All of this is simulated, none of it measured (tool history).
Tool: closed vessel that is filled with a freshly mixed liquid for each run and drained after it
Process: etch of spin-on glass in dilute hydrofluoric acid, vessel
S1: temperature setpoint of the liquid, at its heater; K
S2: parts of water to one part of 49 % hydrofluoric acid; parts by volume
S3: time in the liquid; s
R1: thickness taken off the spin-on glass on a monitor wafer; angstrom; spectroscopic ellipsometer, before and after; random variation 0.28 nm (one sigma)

{"run": 1, "hour": 0.0, "S1": 295.15, "S2": 120, "S3": 95, "R1": 496.8}
{"run": 2, "hour": 4.3, "S1": 294.65, "S2": 125, "S3": 95, "R1": 462.92}
{"run": 3, "hour": 12.2, "S1": 294.65, "S2": 125, "S3": 95, "R1": 472.88}
{"run": 4, "hour": 13.4, "S1": 294.15, "S2": 130, "S3": 95, "R1": 439.14}
{"run": 5, "hour": 16.3, "S1": 293.65, "S2": 130, "S3": 95, "R1": 430.87}
{"run": 6, "hour": 21.7, "S1": 293.65, "S2": 95, "S3": 95, "R1": 613.9}
{"run": 7, "hour": 29.0, "S1": 293.15, "S2": 100, "S3": 95, "R1": 570.72}
{"run": 8, "hour": 32.1, "S1": 292.65, "S2": 105, "S3": 95, "R1": 532.59}

Forecast run 9:
{"run": 9, "hour": 37.7, "S1": 290.15, "S2": 150, "S3": 95, "R1": "?"}

Run 9 gave R1 321.74 angstrom.
